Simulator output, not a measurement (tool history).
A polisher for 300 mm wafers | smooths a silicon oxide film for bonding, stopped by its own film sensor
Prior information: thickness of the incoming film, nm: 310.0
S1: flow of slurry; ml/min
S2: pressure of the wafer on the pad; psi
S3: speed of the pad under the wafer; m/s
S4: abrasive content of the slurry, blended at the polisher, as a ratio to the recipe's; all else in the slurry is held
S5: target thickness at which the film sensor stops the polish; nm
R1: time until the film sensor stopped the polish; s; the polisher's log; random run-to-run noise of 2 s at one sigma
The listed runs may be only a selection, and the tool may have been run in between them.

{"run": 1, "hour": 0.0, "S1": 145, "S2": 2.7, "S3": 1.14, "S4": 1.0, "S5": 222, "R1": 65.247}
{"run": 2, "hour": 0.6, "S1": 145, "S2": 3.3, "S3": 1.14, "S4": 1.0, "S5": 222, "R1": 53.116}
{"run": 3, "hour": 3.2, "S1": 145, "S2": 3.3, "S3": 1.14, "S4": 1.0, "S5": 217, "R1": 55.198}
{"run": 4, "hour": 11.1, "S1": 145, "S2": 3.3, "S3": 1.14, "S4": 1.2, "S5": 217, "R1": 50.968}
{"run": 5, "hour": 15.7, "S1": 145, "S2": 2.9, "S3": 1.02, "S4": 1.2, "S5": 217, "R1": 63.083}
{"run": 6, "hour": 21.4, "S1": 160, "S2": 2.9, "S3": 1.02, "S4": 1.2, "S5": 217, "R1": 61.688}

Run 7 is up next; what results do you expect?
{"run": 7, "hour": 22.5, "S1": 155, "S2": 2.5, "S3": 0.9, "S4": 1.2, "S5": 217, "R1": "?"}

Run 7 yielded R1 79.563 s.
